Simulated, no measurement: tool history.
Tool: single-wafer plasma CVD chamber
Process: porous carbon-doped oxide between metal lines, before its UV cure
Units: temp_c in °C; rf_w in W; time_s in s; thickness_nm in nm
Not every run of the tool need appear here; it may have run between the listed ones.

{"run": 1, "hour": 0.0, "temp_c": 310, "rf_w": 625, "time_s": 18.1, "thickness_nm": 112.25}
{"run": 2, "hour": 5.2, "temp_c": 310, "rf_w": 705, "time_s": 18.1, "thickness_nm": 118.36}
{"run": 3, "hour": 14.1, "temp_c": 312, "rf_w": 700, "time_s": 18.1, "thickness_nm": 116.93}
{"run": 4, "hour": 18.3, "temp_c": 312, "rf_w": 655, "time_s": 18.1, "thickness_nm": 112.44}
{"run": 5, "hour": 19.8, "temp_c": 313, "rf_w": 655, "time_s": 18.1, "thickness_nm": 112.06}
{"run": 6, "hour": 27.6, "temp_c": 322, "rf_w": 655, "time_s": 18.1, "thickness_nm": 107.61}
{"run": 7, "hour": 31.1, "temp_c": 322, "rf_w": 655, "time_s": 18.1, "thickness_nm": 108.72}
{"run": 8, "hour": 39.0, "temp_c": 323, "rf_w": 650, "time_s": 18.1, "thickness_nm": 106.99}
{"run": 9, "hour": 45.1, "temp_c": 324, "rf_w": 650, "time_s": 18.1, "thickness_nm": 106.25}
{"run": 10, "hour": 50.4, "temp_c": 325, "rf_w": 650, "time_s": 18.1, "thickness_nm": 106.31}

Run 11 comes next. What will it give?
{"run": 11, "hour": 53.3, "temp_c": 326, "rf_w": 650, "time_s": 18.1, "thickness_nm": "?"}

thickness_nm: 105.86 nm
